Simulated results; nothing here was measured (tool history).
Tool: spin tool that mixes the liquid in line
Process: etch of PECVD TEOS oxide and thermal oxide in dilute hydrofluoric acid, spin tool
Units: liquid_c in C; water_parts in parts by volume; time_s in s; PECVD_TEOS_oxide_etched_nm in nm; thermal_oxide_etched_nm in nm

run 1 hour=0 | liquid_c=24 water_parts=190 time_s=65 | PECVD_TEOS_oxide_etched_nm=5.9599 thermal_oxide_etched_nm=1.1867
run 2 hour=2.3 | liquid_c=23.5 water_parts=190 time_s=65 | PECVD_TEOS_oxide_etched_nm=5.7204 thermal_oxide_etched_nm=1.16
run 3 hour=8.3 | liquid_c=23 water_parts=190 time_s=65 | PECVD_TEOS_oxide_etched_nm=5.6776 thermal_oxide_etched_nm=1.1023
run 4 hour=15.5 | liquid_c=23 water_parts=220 time_s=65 | PECVD_TEOS_oxide_etched_nm=4.7123 thermal_oxide_etched_nm=0.95212
run 5 hour=18.4 | liquid_c=19.5 water_parts=220 time_s=65 | PECVD_TEOS_oxide_etched_nm=4.1562 thermal_oxide_etched_nm=0.82968
run 6 hour=21.1 | liquid_c=17.5 water_parts=220 time_s=65 | PECVD_TEOS_oxide_etched_nm=3.7968 thermal_oxide_etched_nm=0.75445
run 7 hour=22.1 | liquid_c=18.5 water_parts=220 time_s=65 | PECVD_TEOS_oxide_etched_nm=3.9493 thermal_oxide_etched_nm=0.83765
run 8 hour=27.2 | liquid_c=19.5 water_parts=220 time_s=65 | PECVD_TEOS_oxide_etched_nm=4.1303 thermal_oxide_etched_nm=0.81572
run 9 hour=33.9 | liquid_c=20.5 water_parts=220 time_s=65 | PECVD_TEOS_oxide_etched_nm=4.3069 thermal_oxide_etched_nm=0.8318
run 10 hour=37.7 | liquid_c=21 water_parts=215 time_s=65 | PECVD_TEOS_oxide_etched_nm=4.5203 thermal_oxide_etched_nm=0.96258
run 11 hour=39.4 | liquid_c=21.5 water_parts=215 time_s=65 | PECVD_TEOS_oxide_etched_nm=4.6228 thermal_oxide_etched_nm=0.92705

Forecast run 12:
run 12 hour=45.5 | liquid_c=22 water_parts=215 time_s=65 | PECVD_TEOS_oxide_etched_nm=? thermal_oxide_etched_nm=?

Run 12 gave PECVD_TEOS_oxide_etched_nm 4.7053 nm, thermal_oxide_etched_nm 0.96734 nm.
